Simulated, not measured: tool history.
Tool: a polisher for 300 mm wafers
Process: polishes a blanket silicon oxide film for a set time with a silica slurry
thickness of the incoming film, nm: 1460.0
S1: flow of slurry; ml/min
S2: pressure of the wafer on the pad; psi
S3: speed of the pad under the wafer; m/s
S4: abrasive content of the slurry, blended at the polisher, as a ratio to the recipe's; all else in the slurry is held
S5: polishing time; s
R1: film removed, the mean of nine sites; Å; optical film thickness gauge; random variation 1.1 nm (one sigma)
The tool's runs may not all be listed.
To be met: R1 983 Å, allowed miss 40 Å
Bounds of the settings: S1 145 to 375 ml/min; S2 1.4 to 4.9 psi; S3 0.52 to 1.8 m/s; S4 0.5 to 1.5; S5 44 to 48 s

run  hour   S1   S2    S3  S4  S5      R1
  1     0  240  3.1  1.16   1  48  1063.6
  2   4.1  240  3.1  1.28   1  48  1176.3
  3   5.1  215  3.1  1.28   1  48  1149.8
  4   6.7  215  3.8  1.28   1  48    1397
  5  12.7  215  3.5  1.28   1  48  1309.5
  6  15.2  250  3.5  1.28   1  48    1341
  7  17.2  240  3.3  1.28   1  48    1231
  8  18.9  240  3.1  1.28   1  48  1199.2
  9  26.3  230  2.9  1.28   1  48    1094
 10  31.1  225  2.8  1.28   1  48  1053.3
 11  38.8  220  2.8  1.28   1  48  1046.2
 12  44.5  215  2.8  1.28   1  48  1072.8
 13  49.7  215  2.5  1.28   1  48  929.41

5 next moves are on the table. One of them brings every result within its allowed miss. Which?
  A  54.9  205  2.6  1.24  1.05  44   ?
  B  54.9  145  2.2  1.54  0.95  48   ?
  C  54.9  210  2.3  1.24     1  47   ?
  D  54.9  190  2.8  1.42   0.9  44   ?
  E  54.9  145  2.5  1.38   0.8  48   ?

move      R1
   A  885.66
   B  896.96
   C  827.86
   D  990.08
   E  868.25
A: further off than the last run
B: further off than the last run
C: further off than the last run
D: meets every target
E: further off than the last run
Move D is the one to make.
